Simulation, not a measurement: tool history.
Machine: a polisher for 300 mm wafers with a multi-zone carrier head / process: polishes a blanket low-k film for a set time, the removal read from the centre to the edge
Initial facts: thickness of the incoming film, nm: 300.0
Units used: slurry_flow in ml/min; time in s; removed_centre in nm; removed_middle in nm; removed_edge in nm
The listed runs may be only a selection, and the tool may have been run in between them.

run  hour  slurry_flow  centre_zone  middle_zone  edge_zone  slurry_solids  time  removed_centre  removed_middle  removed_edge
  1   0.0          300         1.00         1.00       1.00           1.00    60          15.876          15.258        14.987
  2   6.7          265         1.00         1.00       1.00           1.00    60          15.674          15.262        15.612
  3   8.4          265         1.00         1.00       1.00           1.15    60          16.353          15.967        15.777
  4  11.6          265         1.00         1.00       1.00           1.05    60          15.484          15.737        15.498
  5  15.8          275         0.99         0.99       0.99           1.00    58          15.118          14.657        14.538
  6  16.8          275         1.06         0.99       0.99           1.00    58          15.921          14.495        14.625
  7  20.5          275         1.04         0.98       0.98           0.95    56          14.883          13.617        13.910

The next listed run, before its measurement:
  8  25.6          275         1.02         0.98       0.97           0.90    54               ?               ?             ?

{"run 8": {"removed_centre": 14.055, "removed_middle": 12.971, "removed_edge": 12.968}}
